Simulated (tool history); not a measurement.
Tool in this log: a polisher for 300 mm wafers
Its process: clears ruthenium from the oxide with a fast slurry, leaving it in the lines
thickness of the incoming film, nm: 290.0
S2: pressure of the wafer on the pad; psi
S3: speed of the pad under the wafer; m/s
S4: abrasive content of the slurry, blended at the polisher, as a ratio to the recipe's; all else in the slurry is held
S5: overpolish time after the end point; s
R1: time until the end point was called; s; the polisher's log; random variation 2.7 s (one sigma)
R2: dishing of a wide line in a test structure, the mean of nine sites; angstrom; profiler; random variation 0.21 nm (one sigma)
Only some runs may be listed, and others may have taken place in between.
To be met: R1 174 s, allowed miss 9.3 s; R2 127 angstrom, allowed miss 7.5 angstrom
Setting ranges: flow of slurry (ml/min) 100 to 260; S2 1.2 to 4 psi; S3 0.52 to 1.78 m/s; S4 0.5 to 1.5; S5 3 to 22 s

run 1 hour=0 | flow_of_slurry_(ml/min)=165 S2=2.6 S3=1.14 S4=1 S5=11 | R1=57.664 R2=389.02
run 2 hour=4.8 | flow_of_slurry_(ml/min)=165 S2=2.3 S3=1 S4=1 S5=11 | R1=74.003 R2=308.79
run 3 hour=8.7 | flow_of_slurry_(ml/min)=165 S2=2.3 S3=1 S4=1.1 S5=11 | R1=73.275 R2=321.97
run 4 hour=14.6 | flow_of_slurry_(ml/min)=165 S2=2.3 S3=1 S4=1 S5=11 | R1=74.79 R2=303.43
run 5 hour=19.9 | flow_of_slurry_(ml/min)=165 S2=2.3 S3=1 S4=1 S5=14 | R1=75.996 R2=385.7
run 6 hour=20.6 | flow_of_slurry_(ml/min)=165 S2=2.1 S3=0.9 S4=0.95 S5=13 | R1=93.92 R2=292.97
run 7 hour=21.9 | flow_of_slurry_(ml/min)=175 S2=1.4 S3=0.58 S4=0.9 S5=9 | R1=210.41 R2=93.035
run 8 hour=23.3 | flow_of_slurry_(ml/min)=175 S2=1.8 S3=0.58 S4=0.9 S5=11 | R1=168.87 R2=143.53

Of the 5 settings listed for the next run, only one would bring every result within its allowed miss of target. Which one?
run A hour=24.7 | flow_of_slurry_(ml/min)=160 S2=1.7 S3=0.68 S4=0.9 S5=10 | R1=? R2=?
run B hour=24.7 | flow_of_slurry_(ml/min)=190 S2=1.3 S3=0.72 S4=0.75 S5=13 | R1=? R2=?
run C hour=24.7 | flow_of_slurry_(ml/min)=215 S2=1.6 S3=0.56 S4=1 S5=13 | R1=? R2=?
run D hour=24.7 | flow_of_slurry_(ml/min)=195 S2=1.8 S3=0.52 S4=1.05 S5=10 | R1=? R2=?
run E hour=24.7 | flow_of_slurry_(ml/min)=155 S2=1.7 S3=0.6 S4=0.9 S5=13 | R1=? R2=?

move=A R1=157.17 R2=140.14
move=B R1=202.86 R2=141.11
move=C R1=182.67 R2=156.03
move=D R1=173.79 R2=127.21
move=E R1=178 R2=159.94
A: an improvement on the last run, though not all results are within tolerance
B: the biggest miss grows against the last run
C: the biggest miss grows against the last run
D: all results land within tolerance of their targets
E: the biggest miss grows against the last run
So the answer is move D, the one that meets all the targets.

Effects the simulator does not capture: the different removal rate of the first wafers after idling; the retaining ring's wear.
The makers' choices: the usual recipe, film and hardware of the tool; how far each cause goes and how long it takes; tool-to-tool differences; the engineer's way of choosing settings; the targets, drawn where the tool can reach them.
